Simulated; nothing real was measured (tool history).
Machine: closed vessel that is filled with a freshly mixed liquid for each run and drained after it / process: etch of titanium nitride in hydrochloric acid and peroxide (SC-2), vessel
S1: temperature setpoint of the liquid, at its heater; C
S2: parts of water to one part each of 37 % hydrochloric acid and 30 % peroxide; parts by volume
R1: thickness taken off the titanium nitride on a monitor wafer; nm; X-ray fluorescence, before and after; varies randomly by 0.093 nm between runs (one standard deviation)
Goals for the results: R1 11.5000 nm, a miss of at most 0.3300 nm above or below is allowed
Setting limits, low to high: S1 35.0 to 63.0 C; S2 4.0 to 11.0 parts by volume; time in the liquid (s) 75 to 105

run 1 day=0.000 | S1=47.0 S2=6.0 time_in_the_liquid_(s)=105 | R1=5.3762
run 2 day=0.050 | S1=47.0 S2=4.0 time_in_the_liquid_(s)=105 | R1=7.1359
run 3 day=0.358 | S1=47.5 S2=4.0 time_in_the_liquid_(s)=105 | R1=7.4364
run 4 day=0.429 | S1=48.0 S2=4.0 time_in_the_liquid_(s)=105 | R1=7.7037
run 5 day=0.533 | S1=48.0 S2=5.0 time_in_the_liquid_(s)=105 | R1=6.5518
run 6 day=0.617 | S1=48.0 S2=5.0 time_in_the_liquid_(s)=75 | R1=4.6873
run 7 day=0.838 | S1=49.5 S2=5.0 time_in_the_liquid_(s)=75 | R1=5.2064
run 8 day=0.867 | S1=51.0 S2=5.0 time_in_the_liquid_(s)=80 | R1=6.1419
run 9 day=0.954 | S1=52.0 S2=5.0 time_in_the_liquid_(s)=80 | R1=6.4377
-- day=1.092 new drum of peroxide connected
run 10 day=1.092 | S1=53.0 S2=5.0 time_in_the_liquid_(s)=80 | R1=7.2367
run 11 day=1.329 | S1=54.0 S2=5.0 time_in_the_liquid_(s)=80 | R1=7.7103
run 12 day=1.688 | S1=54.5 S2=5.0 time_in_the_liquid_(s)=80 | R1=8.0969
run 13 day=2.017 | S1=55.0 S2=5.0 time_in_the_liquid_(s)=80 | R1=8.2960
run 14 day=2.342 | S1=61.0 S2=5.0 time_in_the_liquid_(s)=80 | R1=12.1230

Which single option among these 5 for the next run brings every result within its allowed miss of target? Just one does.
run A day=2.667 | S1=61.5 S2=6.0 time_in_the_liquid_(s)=95 | R1=?
run B day=2.667 | S1=63.0 S2=5.5 time_in_the_liquid_(s)=80 | R1=?
run C day=2.667 | S1=58.5 S2=5.0 time_in_the_liquid_(s)=100 | R1=?
run D day=2.667 | S1=63.0 S2=7.5 time_in_the_liquid_(s)=105 | R1=?
run E day=2.667 | S1=55.0 S2=4.0 time_in_the_liquid_(s)=95 | R1=?

move=A R1=13.0940
move=B R1=12.9060
move=C R1=13.0500
move=D R1=13.3730
move=E R1=11.5620
A: the biggest miss grows against the last run
B: the biggest miss grows against the last run
C: the biggest miss grows against the last run
D: the biggest miss grows against the last run
E: hits every target within its allowed miss
The move that meets every target is E.
